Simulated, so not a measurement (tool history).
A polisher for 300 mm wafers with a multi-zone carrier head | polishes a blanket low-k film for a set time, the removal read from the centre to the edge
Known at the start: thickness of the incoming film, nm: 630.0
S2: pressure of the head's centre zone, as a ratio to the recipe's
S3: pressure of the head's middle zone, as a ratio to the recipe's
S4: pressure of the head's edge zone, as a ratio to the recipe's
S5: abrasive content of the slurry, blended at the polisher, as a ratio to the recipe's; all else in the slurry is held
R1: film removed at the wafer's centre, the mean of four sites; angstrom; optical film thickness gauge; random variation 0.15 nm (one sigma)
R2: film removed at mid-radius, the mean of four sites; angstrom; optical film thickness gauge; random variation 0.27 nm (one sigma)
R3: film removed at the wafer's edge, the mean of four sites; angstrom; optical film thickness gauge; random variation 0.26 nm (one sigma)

Run 1, hour 0.0: flow of slurry (ml/min) 305, S2 1.00, S3 1.00, S4 1.00, S5 1.00, polishing time (s) 31. Result: R1 145.32 angstrom, R2 143.60 angstrom, R3 145.66 angstrom.
Run 2, hour 0.6: flow of slurry (ml/min) 305, S2 1.01, S3 0.99, S4 1.03, S5 1.10, polishing time (s) 32. Result: R1 162.07 angstrom, R2 165.84 angstrom, R3 159.64 angstrom.
Run 3, hour 4.4: flow of slurry (ml/min) 285, S2 1.01, S3 0.96, S4 1.03, S5 1.15, polishing time (s) 34. Result: R1 173.65 angstrom, R2 168.84 angstrom, R3 175.38 angstrom.
Run 4, hour 13.2: flow of slurry (ml/min) 285, S2 1.01, S3 0.96, S4 1.03, S5 1.15, polishing time (s) 38. Result: R1 192.41 angstrom, R2 185.99 angstrom, R3 196.09 angstrom.
Run 5, hour 19.6: flow of slurry (ml/min) 285, S2 1.01, S3 0.89, S4 1.03, S5 1.15, polishing time (s) 38. Result: R1 191.40 angstrom, R2 178.97 angstrom, R3 201.03 angstrom.
Run 6, hour 28.2: flow of slurry (ml/min) 295, S2 1.02, S3 0.89, S4 1.06, S5 1.20, polishing time (s) 38. Result: R1 199.44 angstrom, R2 182.60 angstrom, R3 206.56 angstrom.
Run 7, hour 31.6: flow of slurry (ml/min) 290, S2 1.02, S3 0.89, S4 1.07, S5 1.25, polishing time (s) 38. Result: R1 204.12 angstrom, R2 183.19 angstrom, R3 207.71 angstrom.
Run 8, hour 36.7: flow of slurry (ml/min) 290, S2 1.01, S3 0.89, S4 1.07, S5 1.30, polishing time (s) 38. Result: R1 207.38 angstrom, R2 186.83 angstrom, R3 210.17 angstrom.
Run 9, hour 38.5: flow of slurry (ml/min) 285, S2 1.01, S3 0.89, S4 1.08, S5 1.35, polishing time (s) 39. Result: R1 214.85 angstrom, R2 199.16 angstrom, R3 226.58 angstrom.
Run 10, hour 43.2: flow of slurry (ml/min) 295, S2 1.02, S3 0.89, S4 1.09, S5 1.35, polishing time (s) 39. Result: R1 216.73 angstrom, R2 197.69 angstrom, R3 221.73 angstrom.
Run 11, hour 46.3: flow of slurry (ml/min) 290, S2 1.02, S3 0.89, S4 1.09, S5 1.40, polishing time (s) 39. Result: R1 221.18 angstrom, R2 199.77 angstrom, R3 225.80 angstrom.

Run 12 comes next. What will it give?
Run 12, hour 55.2: flow of slurry (ml/min) 290, S2 1.02, S3 0.89, S4 1.10, S5 1.40, polishing time (s) 39. Result: R1 ?, R2 ?, R3 ?.

{"run 12": {"R1": 217.33, "R2": 199.45, "R3": 225.69}}

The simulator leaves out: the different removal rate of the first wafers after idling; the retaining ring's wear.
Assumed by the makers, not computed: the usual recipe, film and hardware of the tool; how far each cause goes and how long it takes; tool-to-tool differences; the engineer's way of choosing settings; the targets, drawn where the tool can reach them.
